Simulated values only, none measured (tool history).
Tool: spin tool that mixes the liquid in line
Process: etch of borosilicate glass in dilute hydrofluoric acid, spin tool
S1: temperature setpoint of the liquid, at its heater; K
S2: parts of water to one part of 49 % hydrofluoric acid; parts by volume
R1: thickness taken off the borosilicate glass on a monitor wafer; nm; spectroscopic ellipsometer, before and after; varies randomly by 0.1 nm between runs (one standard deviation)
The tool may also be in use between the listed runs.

Run 1, day 0: S1 298.15 K, S2 205 parts by volume, time under the liquid (s) 140. Result: R1 22.863 nm.
Run 2, day 0.183: S1 298.15 K, S2 270 parts by volume, time under the liquid (s) 140. Result: R1 16.302 nm.
Run 3, day 0.483: S1 299.15 K, S2 270 parts by volume, time under the liquid (s) 140. Result: R1 16.596 nm.
Run 4, day 0.671: S1 299.15 K, S2 205 parts by volume, time under the liquid (s) 140. Result: R1 23.706 nm.
Run 5, day 0.829: S1 297.65 K, S2 205 parts by volume, time under the liquid (s) 140. Result: R1 22.414 nm.
Run 6, day 1.008: S1 296.65 K, S2 205 parts by volume, time under the liquid (s) 140. Result: R1 21.794 nm.
Run 7, day 1.15: S1 296.15 K, S2 205 parts by volume, time under the liquid (s) 140. Result: R1 21.357 nm.

Estimate the outcome of run 8 from the log above:
Run 8, day 1.196: S1 295.65 K, S2 205 parts by volume, time under the liquid (s) 140. Result: R1 ?.

Logged for run 8: R1 21.109 nm.
